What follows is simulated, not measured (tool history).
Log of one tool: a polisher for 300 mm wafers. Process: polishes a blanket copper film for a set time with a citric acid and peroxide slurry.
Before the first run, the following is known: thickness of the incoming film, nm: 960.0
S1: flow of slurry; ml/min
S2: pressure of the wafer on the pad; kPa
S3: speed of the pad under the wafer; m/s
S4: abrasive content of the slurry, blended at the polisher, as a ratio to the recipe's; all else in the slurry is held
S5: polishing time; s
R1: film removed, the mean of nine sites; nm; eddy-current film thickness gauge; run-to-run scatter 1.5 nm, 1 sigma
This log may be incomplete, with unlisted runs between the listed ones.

| run | hour | S1 | S2 | S3 | S4 | S5 | R1 |
|---|---|---|---|---|---|---|---|
| 1 | 0.0 | 145 | 15.9 | 1.14 | 1.0 | 43 | 74.884 |
| 2 | 1.4 | 170 | 15.9 | 1.14 | 1.0 | 43 | 77.441 |
| 3 | 8.1 | 170 | 15.9 | 1.14 | 0.8 | 43 | 72.676 |
| 4 | 12.0 | 170 | 15.9 | 0.92 | 0.8 | 43 | 57.833 |
| 5 | 20.2 | 170 | 17.2 | 0.94 | 0.8 | 43 | 65.457 |
| 6 | 24.3 | 170 | 17.2 | 0.94 | 0.8 | 43 | 64.624 |
| 7 | 26.5 | 170 | 17.9 | 0.94 | 0.8 | 43 | 66.691 |
| 8 | 30.9 | 175 | 22.1 | 1.10 | 0.8 | 43 | 97.139 |

For run 9, what comes out?
| 9 | 32.0 | 175 | 23.4 | 1.10 | 0.8 | 43 | ? |

{"run 9": {"R1": 100.42}}

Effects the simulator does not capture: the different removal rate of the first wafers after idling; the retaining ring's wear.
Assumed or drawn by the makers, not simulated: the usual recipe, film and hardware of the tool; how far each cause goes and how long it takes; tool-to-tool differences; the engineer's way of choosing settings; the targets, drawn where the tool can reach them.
